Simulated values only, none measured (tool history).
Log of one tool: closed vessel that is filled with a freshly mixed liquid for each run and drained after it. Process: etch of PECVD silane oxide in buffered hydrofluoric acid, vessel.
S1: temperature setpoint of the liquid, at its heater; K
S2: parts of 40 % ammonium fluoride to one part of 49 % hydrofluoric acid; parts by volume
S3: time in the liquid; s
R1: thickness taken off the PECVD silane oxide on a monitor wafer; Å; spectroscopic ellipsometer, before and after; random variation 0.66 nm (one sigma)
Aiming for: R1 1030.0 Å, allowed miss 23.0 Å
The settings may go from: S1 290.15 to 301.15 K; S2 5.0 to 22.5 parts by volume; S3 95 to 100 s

run	hour	S1	S2	S3	R1
1	0.0	293.15	13.5	95	1689.5
2	6.3	291.15	13.5	95	1530.4
3	14.4	291.15	13.5	100	1607.2
4	15.8	291.15	13.5	100	1624.8
5	17.7	291.15	11.0	100	1960.7
6	21.2	290.65	13.0	100	1632.0
7	24.9	290.65	14.5	100	1452.1
8	32.0	290.65	15.5	100	1361.9
9	37.4	290.65	16.5	100	1273.4
10	43.9	290.65	17.0	100	1248.8
11	47.7	290.65	17.5	100	1213.7
12	50.4	290.65	18.0	100	1163.1
13	53.8	290.65	18.5	100	1147.5

4 candidate next runs follow, results not yet known. Just one meets every target within its allowed miss. Identify it.
A	57.2	290.15	18.0	95	?
B	57.2	290.15	18.5	100	?
C	57.2	290.65	19.5	95	?
D	57.2	290.65	18.5	95	?

move	R1
A	1081.3
B	1107.8
C	1028.0
D	1082.9
A: closer than the last run, but not yet in spec
B: closer than the last run, but not yet in spec
C: in spec on every target
D: closer than the last run, but not yet in spec
Answer: C
